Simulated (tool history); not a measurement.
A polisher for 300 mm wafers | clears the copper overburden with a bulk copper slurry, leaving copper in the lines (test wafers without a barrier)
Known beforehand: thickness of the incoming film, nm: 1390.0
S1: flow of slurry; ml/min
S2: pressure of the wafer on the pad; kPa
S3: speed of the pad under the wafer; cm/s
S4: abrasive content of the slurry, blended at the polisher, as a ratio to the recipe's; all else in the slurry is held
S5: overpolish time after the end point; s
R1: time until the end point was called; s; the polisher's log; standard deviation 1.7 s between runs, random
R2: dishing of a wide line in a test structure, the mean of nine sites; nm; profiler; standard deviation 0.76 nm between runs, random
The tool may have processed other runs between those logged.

{"run": 1, "hour": 0.0, "S1": 190, "S2": 20.7, "S3": 108, "S4": 1, "S5": 25, "R1": 107.23, "R2": 51.218}
{"run": 2, "hour": 5.1, "S1": 190, "S2": 17.9, "S3": 108, "S4": 1, "S5": 20, "R1": 124.11, "R2": 48.068}
{"run": 3, "hour": 7.8, "S1": 190, "S2": 15.9, "S3": 110, "S4": 1, "S5": 17, "R1": 136.4, "R2": 44.881}
{"run": 4, "hour": 11.9, "S1": 185, "S2": 14.5, "S3": 112, "S4": 1, "S5": 15, "R1": 146.19, "R2": 43.167}
{"run": 5, "hour": 16.4, "S1": 165, "S2": 13.1, "S3": 116, "S4": 1, "S5": 13, "R1": 160.93, "R2": 39.312}
{"run": 6, "hour": 23.4, "S1": 155, "S2": 13.1, "S3": 116, "S4": 1, "S5": 12, "R1": 158.47, "R2": 38.073}

Predict the results of run 7:
{"run": 7, "hour": 31.0, "S1": 150, "S2": 12.4, "S3": 116, "S4": 1, "S5": 12, "R1": "?", "R2": "?"}

R1: 169.52 s
R2: 38.457 nm

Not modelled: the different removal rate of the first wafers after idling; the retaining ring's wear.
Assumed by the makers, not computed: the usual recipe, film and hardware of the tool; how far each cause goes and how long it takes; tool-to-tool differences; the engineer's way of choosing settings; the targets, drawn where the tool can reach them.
